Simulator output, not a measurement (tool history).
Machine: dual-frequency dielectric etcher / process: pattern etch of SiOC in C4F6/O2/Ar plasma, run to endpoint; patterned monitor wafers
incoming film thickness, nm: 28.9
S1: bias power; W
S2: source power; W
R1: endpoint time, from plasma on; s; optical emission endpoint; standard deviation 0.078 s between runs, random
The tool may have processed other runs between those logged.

run,hour,S1,S2,R1
1,0,479,430,9.5666
2,3.4,479,370,9.9873
3,4.6,510,370,9.7574
4,13.1,494,360,9.9927
5,14.5,494,410,9.6411
6,23.2,531,410,9.1457

Run 7, settings as shown, results not yet in. Your forecast:
7,27,513,410,?

Run 7 produced R1 9.3674 s.
